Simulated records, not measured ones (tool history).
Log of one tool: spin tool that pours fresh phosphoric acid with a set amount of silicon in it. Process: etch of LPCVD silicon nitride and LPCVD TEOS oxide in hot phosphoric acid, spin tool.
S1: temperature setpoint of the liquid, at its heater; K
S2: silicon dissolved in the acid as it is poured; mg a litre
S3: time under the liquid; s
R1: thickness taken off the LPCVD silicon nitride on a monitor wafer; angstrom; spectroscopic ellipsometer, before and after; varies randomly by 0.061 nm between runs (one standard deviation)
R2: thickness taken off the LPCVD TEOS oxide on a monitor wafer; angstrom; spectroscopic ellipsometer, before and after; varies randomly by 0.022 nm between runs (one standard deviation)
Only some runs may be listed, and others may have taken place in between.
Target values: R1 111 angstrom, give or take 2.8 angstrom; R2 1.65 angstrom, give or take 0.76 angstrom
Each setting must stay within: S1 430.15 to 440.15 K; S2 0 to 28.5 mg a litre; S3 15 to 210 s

run,day,S1,S2,S3,R1,R2
1,0,435.15,12.5,105,98.062,2.5137
2,0.179,434.15,12.5,105,94.307,2.0506
3,0.429,434.15,12.5,140,125.44,3.1513
4,0.546,432.65,12.5,140,119.75,3.4109
5,0.912,432.65,12.5,180,152.67,2.4297
6,1.158,432.65,14,175,149.19,3.2337
7,1.475,432.65,12.5,170,145.08,3.8632
8,1.692,432.65,14,165,141.73,1.9506
9,1.825,432.65,14,160,136.4,2.6144
10,2.038,432.65,14.5,155,132.46,2.9285
11,2.25,433.15,15,150,130.82,2.3751
12,2.533,433.15,15.5,150,129.11,1.7729
13,2.696,432.65,15.5,150,127.17,2.8843
14,2.771,432.65,16.5,145,123.09,2.3139
15,2.958,432.65,17.5,145,123.94,2.4859
16,3.283,432.65,18.5,145,124.5,1.8609
17,3.538,432.65,19,145,123.41,2.1646
18,3.562,432.65,20,145,123.66,1.9605
19,3.842,432.65,20,145,123.72,1.9134
20,4.062,432.65,20.5,145,124.32,2.1375
21,4.204,432.65,21.5,145,123.38,1.7868
22,4.458,432.65,22,145,122.89,2.3964
23,4.617,432.15,22,145,121.2,1.4705
24,4.796,432.15,21,145,121.21,2.1868

Below are 4 possible settings for the next run. Only one of them brings all results inside the allowed miss of their targets. Which is it?
A,4.975,433.15,21.5,120,?,?
B,4.975,436.15,28.5,125,?,?
C,4.975,433.15,21,120,?,?
D,4.975,437.65,27,110,?,?

move,R1,R2
A,104.02,1.7324
B,119.76,1.7802
C,104.02,1.7583
D,110.74,1.8463
A: takes the result that was furthest off past its target
B: moves toward the targets from the last run without getting all of them in spec
C: takes the result that was furthest off past its target
D: meets every target
Go with D: it meets all targets.
